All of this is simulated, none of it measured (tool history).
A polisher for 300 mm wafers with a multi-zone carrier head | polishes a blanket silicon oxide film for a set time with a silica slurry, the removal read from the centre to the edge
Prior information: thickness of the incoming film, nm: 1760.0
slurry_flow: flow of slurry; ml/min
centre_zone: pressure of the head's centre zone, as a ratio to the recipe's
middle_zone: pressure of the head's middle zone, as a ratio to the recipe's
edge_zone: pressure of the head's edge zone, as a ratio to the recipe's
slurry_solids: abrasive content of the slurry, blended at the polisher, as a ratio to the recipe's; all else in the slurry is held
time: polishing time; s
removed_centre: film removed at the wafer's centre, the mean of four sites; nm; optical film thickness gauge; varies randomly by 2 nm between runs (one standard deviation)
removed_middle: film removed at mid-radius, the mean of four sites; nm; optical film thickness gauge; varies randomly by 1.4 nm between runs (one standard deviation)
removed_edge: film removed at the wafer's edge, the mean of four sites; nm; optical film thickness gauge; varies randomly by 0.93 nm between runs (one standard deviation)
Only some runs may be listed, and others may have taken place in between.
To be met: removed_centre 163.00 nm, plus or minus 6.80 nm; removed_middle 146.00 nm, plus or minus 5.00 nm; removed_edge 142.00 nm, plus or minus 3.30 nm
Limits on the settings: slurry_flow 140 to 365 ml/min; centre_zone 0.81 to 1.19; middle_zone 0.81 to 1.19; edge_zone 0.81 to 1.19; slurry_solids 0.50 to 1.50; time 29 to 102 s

run,hour,slurry_flow,centre_zone,middle_zone,edge_zone,slurry_solids,time,removed_centre,removed_middle,removed_edge
1,0.0,235,1.00,1.00,1.00,1.00,65,317.13,317.31,319.32
2,3.8,235,1.00,1.00,1.00,0.85,65,293.91,291.88,305.48
3,10.2,235,1.00,1.00,0.97,0.85,65,301.31,293.47,293.72
4,11.3,230,0.99,0.99,0.95,0.80,62,273.82,275.74,274.50
5,15.8,230,0.99,1.07,0.95,0.80,62,273.49,287.22,274.52
6,18.4,230,0.99,1.07,0.95,0.80,78,352.99,361.82,346.11
7,22.4,230,1.00,1.06,0.94,0.75,73,316.75,333.98,313.53
8,29.9,230,1.00,1.06,0.94,0.75,73,323.25,324.76,313.68
9,31.0,230,1.01,1.05,0.93,0.70,68,286.18,296.40,284.19
10,35.0,295,1.11,0.95,0.83,0.50,50,209.57,181.11,178.92
11,42.0,295,1.11,0.95,0.83,0.50,48,205.99,175.47,170.85
12,42.9,295,1.10,0.95,0.83,0.50,47,194.45,173.28,166.98
13,45.8,295,1.10,0.95,0.83,0.50,47,198.74,172.51,167.11
14,53.5,295,1.10,0.95,0.83,0.50,47,197.18,170.66,167.72
15,60.3,295,1.10,0.95,0.83,0.50,46,191.24,166.45,163.92
16,64.7,295,1.10,0.95,0.83,0.50,45,184.90,161.76,160.14

Which of these 5 next moves meets every target?
A,69.1,335,1.02,1.04,0.81,0.50,38,?,?,?
B,69.1,345,1.00,1.10,0.81,0.50,37,?,?,?
C,69.1,315,1.03,0.84,0.96,0.60,47,?,?,?
D,69.1,295,1.08,0.96,0.85,0.55,38,?,?,?
E,69.1,300,1.13,0.89,0.86,0.60,38,?,?,?

move,removed_centre,removed_middle,removed_edge
A,153.09,152.61,134.01
B,147.28,156.30,130.64
C,202.72,168.11,191.40
D,163.54,145.97,140.68
E,175.38,141.82,146.46
A: moves the result that the last run missed by most past its target, out the other side
B: moves the result that the last run missed by most past its target, out the other side
C: further off than the last run
D: meets every target
E: closer than the last run, but not yet in spec
D is the move that brings every result within its allowed miss.

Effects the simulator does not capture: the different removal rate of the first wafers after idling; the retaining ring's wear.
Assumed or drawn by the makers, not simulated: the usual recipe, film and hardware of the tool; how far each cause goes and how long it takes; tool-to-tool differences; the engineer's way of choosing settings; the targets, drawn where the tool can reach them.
